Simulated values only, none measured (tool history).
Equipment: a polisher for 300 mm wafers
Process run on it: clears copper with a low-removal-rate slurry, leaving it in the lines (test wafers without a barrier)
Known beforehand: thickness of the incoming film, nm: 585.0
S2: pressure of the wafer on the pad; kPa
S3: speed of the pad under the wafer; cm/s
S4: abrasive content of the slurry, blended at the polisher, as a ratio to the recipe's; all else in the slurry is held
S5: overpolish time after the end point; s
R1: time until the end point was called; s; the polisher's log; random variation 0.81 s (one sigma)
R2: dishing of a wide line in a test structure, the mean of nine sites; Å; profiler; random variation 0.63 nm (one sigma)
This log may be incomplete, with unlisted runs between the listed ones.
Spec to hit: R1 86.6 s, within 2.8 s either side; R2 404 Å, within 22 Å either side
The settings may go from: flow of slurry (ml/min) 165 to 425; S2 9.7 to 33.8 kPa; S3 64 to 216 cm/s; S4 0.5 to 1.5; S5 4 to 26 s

{"run": 1, "hour": 0.0, "flow of slurry (ml/min)": 275, "S2": 21.4, "S3": 140, "S4": 1, "S5": 13, "R1": 118.61, "R2": 423.63}
{"run": 2, "hour": 1.8, "flow of slurry (ml/min)": 275, "S2": 23.4, "S3": 140, "S4": 1, "S5": 11, "R1": 108.38, "R2": 394.53}
{"run": 3, "hour": 5.2, "flow of slurry (ml/min)": 275, "S2": 23.4, "S3": 112, "S4": 1, "S5": 11, "R1": 134.68, "R2": 335.26}
{"run": 4, "hour": 10.4, "flow of slurry (ml/min)": 220, "S2": 23.4, "S3": 112, "S4": 1, "S5": 11, "R1": 139.14, "R2": 321.53}
{"run": 5, "hour": 12.6, "flow of slurry (ml/min)": 220, "S2": 23.4, "S3": 130, "S4": 1, "S5": 11, "R1": 118.91, "R2": 350.59}
{"run": 6, "hour": 18.5, "flow of slurry (ml/min)": 240, "S2": 25.5, "S3": 130, "S4": 1, "S5": 10, "R1": 112.94, "R2": 351.22}
{"run": 7, "hour": 23.3, "flow of slurry (ml/min)": 255, "S2": 27.6, "S3": 130, "S4": 1, "S5": 10, "R1": 104.19, "R2": 378.75}
{"run": 8, "hour": 27.0, "flow of slurry (ml/min)": 265, "S2": 29, "S3": 130, "S4": 1, "S5": 10, "R1": 101.72, "R2": 390.61}
{"run": 9, "hour": 31.1, "flow of slurry (ml/min)": 270, "S2": 30.3, "S3": 130, "S4": 1, "S5": 9, "R1": 96.781, "R2": 375.72}
{"run": 10, "hour": 39.3, "flow of slurry (ml/min)": 275, "S2": 31, "S3": 130, "S4": 1, "S5": 9, "R1": 94.475, "R2": 376.12}
{"run": 11, "hour": 44.9, "flow of slurry (ml/min)": 275, "S2": 31.7, "S3": 130, "S4": 1, "S5": 9, "R1": 92.798, "R2": 380.02}
{"run": 12, "hour": 51.3, "flow of slurry (ml/min)": 275, "S2": 32.4, "S3": 130, "S4": 1, "S5": 9, "R1": 90.788, "R2": 390.45}
{"run": 13, "hour": 52.0, "flow of slurry (ml/min)": 275, "S2": 33.1, "S3": 130, "S4": 1, "S5": 9, "R1": 90.066, "R2": 391.11}

Which of these 5 next moves meets every target?
{"run": "A", "hour": 52.7, "flow of slurry (ml/min)": 255, "S2": 33.8, "S3": 130, "S4": 1.1, "S5": 9, "R1": "?", "R2": "?"}
{"run": "B", "hour": 52.7, "flow of slurry (ml/min)": 315, "S2": 33.8, "S3": 130, "S4": 1, "S5": 8, "R1": "?", "R2": "?"}
{"run": "C", "hour": 52.7, "flow of slurry (ml/min)": 285, "S2": 33.1, "S3": 134, "S4": 1, "S5": 10, "R1": "?", "R2": "?"}
{"run": "D", "hour": 52.7, "flow of slurry (ml/min)": 385, "S2": 26.9, "S3": 168, "S4": 1.05, "S5": 8, "R1": "?", "R2": "?"}
{"run": "E", "hour": 52.7, "flow of slurry (ml/min)": 290, "S2": 33.1, "S3": 146, "S4": 1, "S5": 8, "R1": "?", "R2": "?"}

move=A R1=86.096 R2=411.45
move=B R1=86.049 R2=374.7
move=C R1=85.819 R2=447.15
move=D R1=78.348 R2=399.34
move=E R1=78.828 R2=401.56
A: each result inside its tolerance
B: gets the furthest-off result to its target, but another result is out of tolerance
C: gets the furthest-off result to its target, but another result is out of tolerance
D: moves the result that the last run missed by most past its target, out the other side
E: moves the result that the last run missed by most past its target, out the other side
So the answer is move A, the one that meets all the targets.

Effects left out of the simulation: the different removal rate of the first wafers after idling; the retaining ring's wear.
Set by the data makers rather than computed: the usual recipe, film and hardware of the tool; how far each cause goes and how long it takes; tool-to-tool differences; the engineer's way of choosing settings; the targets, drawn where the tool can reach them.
